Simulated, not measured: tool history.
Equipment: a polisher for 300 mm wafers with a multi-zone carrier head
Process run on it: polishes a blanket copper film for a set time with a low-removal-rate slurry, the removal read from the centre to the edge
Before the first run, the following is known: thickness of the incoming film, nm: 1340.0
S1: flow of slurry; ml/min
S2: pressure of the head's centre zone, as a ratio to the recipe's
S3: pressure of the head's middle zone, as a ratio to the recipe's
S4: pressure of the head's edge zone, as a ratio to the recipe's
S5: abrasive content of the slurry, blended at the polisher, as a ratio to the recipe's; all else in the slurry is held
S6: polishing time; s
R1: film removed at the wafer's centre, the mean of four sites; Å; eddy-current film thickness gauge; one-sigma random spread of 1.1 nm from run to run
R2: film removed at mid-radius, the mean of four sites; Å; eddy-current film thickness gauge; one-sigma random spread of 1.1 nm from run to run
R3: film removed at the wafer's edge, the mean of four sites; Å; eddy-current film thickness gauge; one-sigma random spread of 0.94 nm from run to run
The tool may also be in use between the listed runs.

Run 1, day 0.000: S1 200 ml/min, S2 1.00, S3 1.00, S4 1.00, S5 1.00, S6 39 s. Result: R1 704.10 Å, R2 700.30 Å, R3 722.73 Å.
Run 2, day 0.238: S1 200 ml/min, S2 1.00, S3 0.94, S4 1.00, S5 1.00, S6 39 s. Result: R1 701.50 Å, R2 654.28 Å, R3 723.42 Å.
Run 3, day 0.604: S1 215 ml/min, S2 1.05, S3 0.96, S4 1.03, S5 1.15, S6 40 s. Result: R1 793.90 Å, R2 702.01 Å, R3 778.35 Å.
Run 4, day 0.629: S1 215 ml/min, S2 1.05, S3 0.96, S4 1.03, S5 0.95, S6 40 s. Result: R1 748.76 Å, R2 675.42 Å, R3 762.45 Å.
Run 5, day 0.942: S1 225 ml/min, S2 1.08, S3 0.99, S4 1.05, S5 1.10, S6 41 s. Result: R1 829.35 Å, R2 749.91 Å, R3 798.21 Å.
Run 6, day 1.296: S1 225 ml/min, S2 1.08, S3 0.99, S4 1.11, S5 1.10, S6 41 s. Result: R1 823.51 Å, R2 758.98 Å, R3 830.29 Å.

Run 7 comes next. What will it give?
Run 7, day 1.362: S1 235 ml/min, S2 1.11, S3 1.00, S4 1.12, S5 1.20, S6 42 s. Result: R1 ?, R2 ?, R3 ?.

{"run 7": {"R1": 900.16, "R2": 785.08, "R3": 868.08}}
